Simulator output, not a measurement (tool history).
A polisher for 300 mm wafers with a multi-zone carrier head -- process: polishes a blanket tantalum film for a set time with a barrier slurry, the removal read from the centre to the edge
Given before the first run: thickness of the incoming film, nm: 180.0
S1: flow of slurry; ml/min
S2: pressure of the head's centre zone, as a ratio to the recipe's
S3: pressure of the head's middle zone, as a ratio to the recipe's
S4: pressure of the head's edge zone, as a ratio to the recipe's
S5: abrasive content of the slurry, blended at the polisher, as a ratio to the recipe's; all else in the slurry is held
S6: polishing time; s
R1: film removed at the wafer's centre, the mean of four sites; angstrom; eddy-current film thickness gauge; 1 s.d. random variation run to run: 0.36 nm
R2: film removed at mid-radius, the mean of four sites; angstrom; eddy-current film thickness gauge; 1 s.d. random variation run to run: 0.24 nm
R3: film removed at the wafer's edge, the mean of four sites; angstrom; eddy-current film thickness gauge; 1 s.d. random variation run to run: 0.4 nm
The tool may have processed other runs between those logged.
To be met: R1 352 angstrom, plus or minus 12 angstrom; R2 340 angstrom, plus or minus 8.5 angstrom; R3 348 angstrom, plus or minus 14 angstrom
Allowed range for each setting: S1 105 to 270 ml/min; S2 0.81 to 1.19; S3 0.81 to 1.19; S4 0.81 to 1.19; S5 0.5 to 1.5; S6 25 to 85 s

run  hour   S1    S2    S3    S4    S5  S6      R1      R2      R3
  1     0  175     1     1     1     1  55  618.42  619.97   609.2
  2   8.1  175     1     1     1     1  62  698.99  702.13   704.8
  3   9.3  170  0.99  0.98  0.99  0.95  59  641.29   645.9  629.61
  4    12  165  0.98  0.96     1   0.9  57  604.86  604.26   599.9
  5  19.6  160  0.97  0.94     1  0.85  55  565.54  568.67  574.09
  6  27.6  160  0.97  1.01     1  0.85  55  559.66  605.05  575.23
  7  28.5  160  0.97  0.99     1   0.8  53  535.17  554.37  556.53
  8  30.3  160  0.96  0.98  0.98  0.75  51  504.32   518.5  519.28
  9  32.6  155  0.95  0.97  0.96   0.7  50  469.71     500   498.9
 10    34  155  0.96  0.96  0.95   0.7  49  473.18  478.31  464.04
 11  42.6  155  0.95  0.95  0.95   0.7  48  461.31  464.99  463.96
 12  43.7  150  0.94  0.94  0.94   0.7  47  431.67  443.71  449.18
 13  50.7  155  0.97  0.86  0.84   0.5  38  328.79   300.7  312.88
 14  57.4  160  0.97  0.86  0.85   0.5  38  335.91  308.15  317.21
 15  61.4  165  0.97  0.86  0.86   0.5  38  339.11  306.06  326.31
 16  64.4  170  0.97  0.87  0.86   0.5  38   335.1  309.22  319.16
 17  69.2  170  0.97  0.88  0.87   0.5  38  341.13  316.23  322.84

Which of these 5 next moves meets every target?
  A    74  105  0.82  0.88  0.87  0.55  47   ?   ?   ?
  B    74  140  0.93  0.86  0.81   0.5  40   ?   ?   ?
  C    74  190  1.04  1.08  0.81   0.5  34   ?   ?   ?
  D    74  130  1.01  0.82  0.81   0.7  40   ?   ?   ?
  E    74  175  0.93  0.87  0.86   0.5  41   ?   ?   ?

move      R1      R2      R3
   A  315.43  357.95   379.5
   B  324.34  314.19  321.05
   C  330.79   343.2  284.26
   D   383.3  329.38  352.17
   E  350.25  340.45  349.31
A: pushes the last run's worst result past its target
B: the biggest miss grows against the last run
C: puts the biggest miss on target and leaves a different result outside tolerance
D: gains on the last run, yet a result remains outside its allowed miss
E: all results land within tolerance of their targets
Correct choice: E, which meets every target
